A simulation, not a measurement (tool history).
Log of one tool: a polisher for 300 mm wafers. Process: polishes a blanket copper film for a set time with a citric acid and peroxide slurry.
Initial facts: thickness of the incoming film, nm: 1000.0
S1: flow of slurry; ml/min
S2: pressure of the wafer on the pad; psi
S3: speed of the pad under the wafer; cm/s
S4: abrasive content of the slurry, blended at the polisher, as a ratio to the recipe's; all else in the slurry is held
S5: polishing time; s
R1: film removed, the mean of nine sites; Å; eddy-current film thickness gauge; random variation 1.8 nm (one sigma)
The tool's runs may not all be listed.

run	hour	S1	S2	S3	S4	S5	R1
1	0.0	240	2.2	104	1.00	80	1373.8
2	7.6	240	2.2	114	1.00	80	1505.0
3	11.9	240	2.3	114	1.00	80	1587.4
4	15.8	240	2.3	114	0.95	80	1552.5
5	20.4	240	2.4	114	0.95	80	1624.6
6	21.0	240	2.4	96	0.95	80	1384.3
7	23.5	240	2.4	96	0.95	80	1372.7
8	24.0	240	2.6	96	0.95	80	1483.1

Estimate the outcome of run 9 from the log above:
9	29.0	240	2.7	96	0.95	80	?

R1: 1531.1 Å
